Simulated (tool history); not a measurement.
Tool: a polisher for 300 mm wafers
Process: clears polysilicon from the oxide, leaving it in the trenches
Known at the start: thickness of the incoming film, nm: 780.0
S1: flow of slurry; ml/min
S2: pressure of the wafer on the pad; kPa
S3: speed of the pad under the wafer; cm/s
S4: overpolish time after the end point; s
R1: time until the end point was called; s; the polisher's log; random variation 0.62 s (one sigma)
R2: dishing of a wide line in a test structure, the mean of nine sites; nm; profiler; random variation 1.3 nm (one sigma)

| run | hour | S1 | S2 | S3 | S4 | R1 | R2 |
|---|---|---|---|---|---|---|---|
| 1 | 0 | 245 | 21.4 | 122 | 20 | 45.392 | 76.998 |
| 2 | 8 | 245 | 21.4 | 122 | 15 | 44.283 | 74.249 |
| 3 | 14.6 | 245 | 20 | 122 | 13 | 48.303 | 71.428 |
| 4 | 22.1 | 245 | 20 | 122 | 8 | 47.449 | 60.063 |
| 5 | 30.7 | 245 | 19.3 | 122 | 8 | 50.471 | 59.086 |
| 6 | 31.4 | 245 | 18.6 | 122 | 9 | 50.759 | 63.641 |

The next listed run, before its measurement:
| 7 | 40.1 | 245 | 17.9 | 122 | 9 | ? | ? |

R1: 52.813 s
R2: 60.571 nm
